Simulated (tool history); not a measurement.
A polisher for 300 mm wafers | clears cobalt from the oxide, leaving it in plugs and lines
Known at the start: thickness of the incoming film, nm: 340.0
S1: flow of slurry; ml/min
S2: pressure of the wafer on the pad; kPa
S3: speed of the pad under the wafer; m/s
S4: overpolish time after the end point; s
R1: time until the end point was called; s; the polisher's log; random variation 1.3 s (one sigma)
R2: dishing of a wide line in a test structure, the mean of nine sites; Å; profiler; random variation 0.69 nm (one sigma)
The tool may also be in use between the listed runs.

run	hour	S1	S2	S3	S4	R1	R2
1	0.0	125	14.5	1.10	17	64.614	626.23
2	8.1	125	14.5	1.28	17	56.290	680.30
3	15.0	125	17.2	1.28	17	48.168	736.09
4	16.0	125	17.2	1.06	17	59.549	654.18
5	22.6	120	15.9	1.06	19	63.290	678.41
6	31.2	120	15.9	1.16	19	57.680	711.33
7	37.9	100	11.7	1.10	26	78.573	714.12

Run 8 comes next. What will it give?
8	40.0	95	11.0	1.10	26	?	?

R1: 82.225 s
R2: 702.73 Å
